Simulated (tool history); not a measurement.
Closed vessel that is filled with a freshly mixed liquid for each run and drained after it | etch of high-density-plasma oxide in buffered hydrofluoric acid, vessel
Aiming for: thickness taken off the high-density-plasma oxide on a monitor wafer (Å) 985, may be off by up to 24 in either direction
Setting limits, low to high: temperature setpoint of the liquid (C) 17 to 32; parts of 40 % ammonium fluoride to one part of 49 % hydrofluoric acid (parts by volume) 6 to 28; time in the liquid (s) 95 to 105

run	day	temperature setpoint of the liquid (C)	parts of 40 % ammonium fluoride to one part of 49 % hydrofluoric acid (parts by volume)	time in the liquid (s)	thickness taken off the high-density-plasma oxide on a monitor wafer (Å)
1	0	24	17	95	1268.2
2	0.162	23	17	95	1198.4
3	0.479	23	15	95	1363
4	0.642	21.5	15	95	1247.4
5	0.892	21.5	12	95	1560.5
6	0.992	21.5	10	95	1864.9
7	1.079	20.5	11.5	95	1537.2
8	1.121	19.5	12.5	95	1340.8
9	1.204	19	13	95	1247.9
10	1.462	19	13	95	1248.9
11	1.642	18.5	13.5	95	1173.7
12	1.854	18.5	13.5	95	1175.2
13	2.046	18	14	95	1104
14	2.346	17.5	14	95	1060.7

Exactly one of the 4 candidate moves below puts every result within its allowed miss. Which one?
A	2.646	18	16.5	95	?
B	2.646	17	14	95	?
C	2.646	18	17	95	?
D	2.646	18.5	18	105	?

move	thickness taken off the high-density-plasma oxide on a monitor wafer (Å)
A	935.41
B	1038.7
C	908.26
D	976.11
A: pushes the last run's worst result past its target
B: nearer the targets than the last run, but a result is still out of spec
C: pushes the last run's worst result past its target
D: every result within its allowed miss
Answer: D
